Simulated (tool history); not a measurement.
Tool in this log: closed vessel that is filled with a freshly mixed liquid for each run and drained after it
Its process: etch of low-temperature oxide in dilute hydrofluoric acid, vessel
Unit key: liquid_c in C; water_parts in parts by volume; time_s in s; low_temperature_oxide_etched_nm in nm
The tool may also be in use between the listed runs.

run,hour,liquid_c,water_parts,time_s,low_temperature_oxide_etched_nm
1,0,20,100,205,20.889
2,3.6,22,90,205,25.131
3,12.1,23.5,80,205,30.414
4,18.4,23.5,50,205,50.45
5,24.9,23.5,50,220,54.462
6,30.6,22,50,220,51.423
7,36.3,21,50,220,49.173
8,40.7,20.5,50,220,48.371

Estimate the outcome of run 9 from the log above:
9,41.9,20,50,220,?

low_temperature_oxide_etched_nm: 47.466 nm
